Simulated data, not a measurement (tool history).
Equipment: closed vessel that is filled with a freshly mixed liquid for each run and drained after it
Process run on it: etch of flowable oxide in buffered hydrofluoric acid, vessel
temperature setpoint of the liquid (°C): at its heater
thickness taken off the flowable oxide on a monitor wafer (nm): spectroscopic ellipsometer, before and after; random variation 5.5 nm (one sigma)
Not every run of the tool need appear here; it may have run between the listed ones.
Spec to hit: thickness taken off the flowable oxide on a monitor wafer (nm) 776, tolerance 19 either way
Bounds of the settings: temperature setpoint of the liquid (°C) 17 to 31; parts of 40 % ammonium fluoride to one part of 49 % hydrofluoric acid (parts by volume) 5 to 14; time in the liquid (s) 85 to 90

| run | hour | temperature setpoint of the liquid (°C) | parts of 40 % ammonium fluoride to one part of 49 % hydrofluoric acid (parts by volume) | time in the liquid (s) | thickness taken off the flowable oxide on a monitor wafer (nm) |
|---|---|---|---|---|---|
| 1 | 0 | 23 | 8.5 | 85 | 402.12 |
| 2 | 3 | 25 | 8 | 85 | 470.79 |
| 3 | 5.4 | 25 | 8 | 85 | 475.95 |
| 4 | 10.6 | 26.5 | 7.5 | 85 | 550.55 |
| 5 | 11.9 | 27.5 | 7.5 | 85 | 583.73 |
| 6 | 13.7 | 28.5 | 7.5 | 85 | 609.9 |
| 7 | 22.2 | 28.5 | 7.5 | 85 | 609.54 |
| 8 | 26.9 | 29 | 7 | 85 | 678.41 |
| 9 | 33.4 | 29.5 | 7 | 85 | 700.64 |
| 10 | 38.6 | 30 | 7 | 85 | 722.37 |
| 11 | 45.7 | 30.5 | 7 | 85 | 728.73 |

Below are 4 possible settings for the next run. Only one of them brings all results inside the allowed miss of their targets. Which is it?
| A | 52.8 | 29 | 7 | 90 | ? |
| B | 52.8 | 28 | 6.5 | 90 | ? |
| C | 52.8 | 29 | 6 | 85 | ? |
| D | 52.8 | 31 | 7.5 | 90 | ? |

| move | thickness taken off the flowable oxide on a monitor wafer (nm) |
|---|---|
| A | 731.59 |
| B | 739.97 |
| C | 789.54 |
| D | 754.15 |
A: closer than the last run, but not yet in spec
B: closer than the last run, but not yet in spec
C: meets every target
D: closer than the last run, but not yet in spec
The right move is C.

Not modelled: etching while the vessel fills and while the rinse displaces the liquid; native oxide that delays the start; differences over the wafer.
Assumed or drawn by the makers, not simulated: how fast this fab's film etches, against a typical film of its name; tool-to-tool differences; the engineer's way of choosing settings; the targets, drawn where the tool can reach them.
